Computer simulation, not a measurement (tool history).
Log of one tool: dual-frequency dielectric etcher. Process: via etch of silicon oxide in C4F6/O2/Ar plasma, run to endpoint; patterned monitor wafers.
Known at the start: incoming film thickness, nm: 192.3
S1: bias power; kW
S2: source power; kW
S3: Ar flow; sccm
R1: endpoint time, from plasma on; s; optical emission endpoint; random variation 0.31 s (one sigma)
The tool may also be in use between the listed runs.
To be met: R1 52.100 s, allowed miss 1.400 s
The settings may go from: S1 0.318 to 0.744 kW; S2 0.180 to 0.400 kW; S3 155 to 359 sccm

run,day,S1,S2,S3,R1
1,0.000,0.531,0.290,257,45.000
2,0.183,0.531,0.320,257,42.545
3,0.258,0.505,0.310,258,44.016
4,0.525,0.484,0.300,260,45.200
5,0.875,0.484,0.250,260,50.688
6,0.992,0.484,0.250,240,50.354
7,1.125,0.478,0.250,240,49.696
8,1.425,0.470,0.250,240,50.574
9,1.554,0.465,0.250,240,50.583
10,1.700,0.460,0.250,240,50.120

Which of these 4 next moves meets every target?
A,1.846,0.371,0.260,248,?
B,1.846,0.479,0.270,225,?
C,1.846,0.417,0.280,187,?
D,1.846,0.429,0.260,206,?

move,R1
A,52.414
B,47.299
C,46.365
D,49.051
A: meets every target
B: further off than the last run
C: further off than the last run
D: further off than the last run
The right move is A.

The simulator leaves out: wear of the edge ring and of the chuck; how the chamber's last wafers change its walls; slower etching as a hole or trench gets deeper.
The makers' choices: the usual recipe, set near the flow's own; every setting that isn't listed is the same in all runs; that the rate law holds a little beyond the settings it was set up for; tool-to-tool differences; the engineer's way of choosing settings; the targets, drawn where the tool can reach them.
